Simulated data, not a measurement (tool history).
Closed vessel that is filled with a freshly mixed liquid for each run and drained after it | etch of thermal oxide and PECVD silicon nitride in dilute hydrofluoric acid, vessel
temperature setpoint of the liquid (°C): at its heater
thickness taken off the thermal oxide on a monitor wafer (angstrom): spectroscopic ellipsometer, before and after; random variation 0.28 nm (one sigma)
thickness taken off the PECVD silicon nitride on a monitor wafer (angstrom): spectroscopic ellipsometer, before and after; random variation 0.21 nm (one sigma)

run,hour,temperature setpoint of the liquid (°C),parts of water to one part of 49 % hydrofluoric acid (parts by volume),time in the liquid (s),thickness taken off the thermal oxide on a monitor wafer (angstrom),thickness taken off the PECVD silicon nitride on a monitor wafer (angstrom)
1,0.0,25.0,50,225,237.88,121.48
2,2.0,25.0,60,225,193.55,103.01
3,8.1,27.5,60,225,212.86,120.67
4,14.3,28.5,50,225,269.22,154.95
5,20.6,28.5,40,225,347.24,192.14
6,25.3,28.5,55,225,245.15,140.71

Run 7 comes next. What will it give?
# hour 26.4: thermometer replaced
7,26.4,29.0,45,225,?,?

thickness taken off the thermal oxide on a monitor wafer (angstrom): 327.17
thickness taken off the PECVD silicon nitride on a monitor wafer (angstrom): 192.36

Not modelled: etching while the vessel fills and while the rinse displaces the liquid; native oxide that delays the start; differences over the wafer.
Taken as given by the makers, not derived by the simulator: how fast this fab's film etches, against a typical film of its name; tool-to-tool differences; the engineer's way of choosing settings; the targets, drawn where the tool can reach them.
